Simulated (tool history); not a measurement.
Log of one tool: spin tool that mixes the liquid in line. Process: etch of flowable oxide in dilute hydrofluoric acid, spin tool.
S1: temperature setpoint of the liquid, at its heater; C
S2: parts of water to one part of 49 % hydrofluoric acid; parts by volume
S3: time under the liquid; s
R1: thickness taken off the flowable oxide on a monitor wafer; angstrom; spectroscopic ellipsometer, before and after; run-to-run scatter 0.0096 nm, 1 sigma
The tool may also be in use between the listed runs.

Run 1, hour 0.0: S1 24.0 C, S2 175 parts by volume, S3 15 s. Result: R1 33.300 angstrom.
Run 2, hour 8.6: S1 22.0 C, S2 175 parts by volume, S3 15 s. Result: R1 30.780 angstrom.
Run 3, hour 13.5: S1 20.5 C, S2 175 parts by volume, S3 15 s. Result: R1 29.229 angstrom.
Run 4, hour 20.3: S1 19.5 C, S2 175 parts by volume, S3 15 s. Result: R1 28.196 angstrom.
Run 5, hour 28.1: S1 19.5 C, S2 150 parts by volume, S3 15 s. Result: R1 33.575 angstrom.
Run 6, hour 34.6: S1 19.5 C, S2 90 parts by volume, S3 15 s. Result: R1 59.854 angstrom.
Run 7, hour 36.7: S1 17.0 C, S2 160 parts by volume, S3 15 s. Result: R1 27.844 angstrom.

What does the tool deliver on the next run?
Run 8, hour 43.5: S1 17.0 C, S2 165 parts by volume, S3 15 s. Result: R1 ?.

Run 8 came out at R1 27.048 angstrom.

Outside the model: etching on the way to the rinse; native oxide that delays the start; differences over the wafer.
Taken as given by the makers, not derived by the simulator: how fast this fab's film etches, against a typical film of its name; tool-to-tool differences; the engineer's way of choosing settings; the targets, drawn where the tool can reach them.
